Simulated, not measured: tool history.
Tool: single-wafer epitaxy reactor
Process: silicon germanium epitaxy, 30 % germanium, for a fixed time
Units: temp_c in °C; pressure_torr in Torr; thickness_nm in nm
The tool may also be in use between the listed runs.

run,hour,temp_c,pressure_torr,thickness_nm
1,0.0,625,14.5,78.600
2,6.5,629,14.6,83.955
3,7.9,625,14.6,78.498
4,14.0,629,14.7,84.540
5,19.9,629,13.5,81.683
6,21.1,632,13.6,86.183

What does the tool deliver on the next run?
7,21.8,635,13.6,?

Run 7 yielded thickness_nm 89.910 nm.

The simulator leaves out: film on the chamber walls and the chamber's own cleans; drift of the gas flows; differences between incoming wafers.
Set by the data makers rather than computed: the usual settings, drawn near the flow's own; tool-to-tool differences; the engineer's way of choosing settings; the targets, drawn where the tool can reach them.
